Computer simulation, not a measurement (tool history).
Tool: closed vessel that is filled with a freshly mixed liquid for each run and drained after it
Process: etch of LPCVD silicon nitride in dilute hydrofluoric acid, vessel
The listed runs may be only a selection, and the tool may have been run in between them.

run,hour,temperature setpoint of the liquid (K),parts of water to one part of 49 % hydrofluoric acid (parts by volume),time in the liquid (s),thickness taken off the LPCVD silicon nitride on a monitor wafer (angstrom)
1,0,297.15,85,755,48.885
2,2.2,297.15,60,755,68.099
3,7.6,295.15,70,755,51.144
4,9.9,295.15,70,755,51.143
5,13,295.15,45,755,78.507
6,15.2,294.15,45,755,74.183
7,21,293.15,55,755,57.102

Run 8 is up next; what results do you expect?
8,29.6,292.15,65,755,?

thickness taken off the LPCVD silicon nitride on a monitor wafer (angstrom): 45.29

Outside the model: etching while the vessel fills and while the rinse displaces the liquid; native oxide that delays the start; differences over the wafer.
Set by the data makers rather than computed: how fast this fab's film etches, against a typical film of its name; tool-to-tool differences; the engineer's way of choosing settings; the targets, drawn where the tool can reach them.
